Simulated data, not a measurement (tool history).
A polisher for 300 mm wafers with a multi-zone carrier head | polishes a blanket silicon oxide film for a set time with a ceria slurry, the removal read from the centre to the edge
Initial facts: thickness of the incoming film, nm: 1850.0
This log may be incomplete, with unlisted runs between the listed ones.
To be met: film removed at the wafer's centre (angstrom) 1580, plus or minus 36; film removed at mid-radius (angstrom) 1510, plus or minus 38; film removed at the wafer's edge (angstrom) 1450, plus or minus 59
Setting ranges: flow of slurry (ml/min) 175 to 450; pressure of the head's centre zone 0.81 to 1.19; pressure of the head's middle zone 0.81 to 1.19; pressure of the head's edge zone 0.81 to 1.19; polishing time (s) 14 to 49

| run | hour | flow of slurry (ml/min) | pressure of the head's centre zone | pressure of the head's middle zone | pressure of the head's edge zone | polishing time (s) | film removed at the wafer's centre (angstrom) | film removed at mid-radius (angstrom) | film removed at the wafer's edge (angstrom) |
|---|---|---|---|---|---|---|---|---|---|
| 1 | 0 | 290 | 1 | 1 | 1 | 31 | 2224.3 | 2160.2 | 2124.3 |
| 2 | 1.4 | 290 | 1.06 | 1 | 1 | 31 | 2331.2 | 2166.8 | 2192.8 |
| 3 | 6.3 | 290 | 1.03 | 0.98 | 0.97 | 30 | 2211.5 | 2081.1 | 2090 |
| 4 | 15 | 295 | 1.03 | 0.97 | 0.95 | 29 | 2147.7 | 2003.6 | 1990.3 |
| 5 | 16.6 | 300 | 1.01 | 0.96 | 0.93 | 28 | 2050.5 | 1939.5 | 1883.3 |
| 6 | 17.4 | 295 | 0.99 | 0.94 | 0.92 | 27 | 1918.1 | 1832.3 | 1832.2 |
| 7 | 25.1 | 310 | 0.99 | 0.93 | 0.91 | 26 | 1868.6 | 1724.4 | 1740.1 |
| 8 | 31.3 | 320 | 0.98 | 0.93 | 0.9 | 26 | 1859.3 | 1748.3 | 1719.2 |
| 9 | 39.4 | 330 | 0.96 | 0.92 | 0.89 | 26 | 1828.2 | 1744 | 1749.7 |
| 10 | 42.5 | 325 | 0.96 | 0.92 | 0.88 | 25 | 1766 | 1692.1 | 1675.2 |
| 11 | 46 | 325 | 0.96 | 0.92 | 0.87 | 25 | 1758.6 | 1669.3 | 1657 |
| 12 | 46.7 | 325 | 0.96 | 0.92 | 0.86 | 25 | 1752.9 | 1694.5 | 1637.7 |
| 13 | 50.4 | 325 | 0.96 | 0.92 | 0.86 | 25 | 1743.8 | 1687.6 | 1648 |
| 14 | 56.2 | 325 | 0.96 | 0.92 | 0.85 | 25 | 1737.6 | 1656.7 | 1629.9 |
| 15 | 59.9 | 325 | 0.96 | 0.92 | 0.84 | 25 | 1760 | 1704.4 | 1622.5 |

Exercise: of the 4 proposed moves below, exactly one satisfies all targets within the stated allowed misses. Which move is it?
| A | 63.6 | 305 | 1.02 | 0.94 | 0.81 | 23 | ? | ? | ? |
| B | 63.6 | 335 | 1 | 0.94 | 0.81 | 23 | ? | ? | ? |
| C | 63.6 | 340 | 1 | 0.96 | 0.81 | 23 | ? | ? | ? |
| D | 63.6 | 270 | 0.95 | 0.91 | 0.81 | 23 | ? | ? | ? |

| move | film removed at the wafer's centre (angstrom) | film removed at mid-radius (angstrom) | film removed at the wafer's edge (angstrom) |
|---|---|---|---|
| A | 1696.8 | 1576.5 | 1462.6 |
| B | 1680.9 | 1586 | 1469.3 |
| C | 1682.8 | 1608.8 | 1470 |
| D | 1588.6 | 1533.1 | 1454.2 |
A: closer than the last run, but not yet in spec
B: closer than the last run, but not yet in spec
C: closer than the last run, but not yet in spec
D: every result within its allowed miss
D is the move that brings every result within its allowed miss.
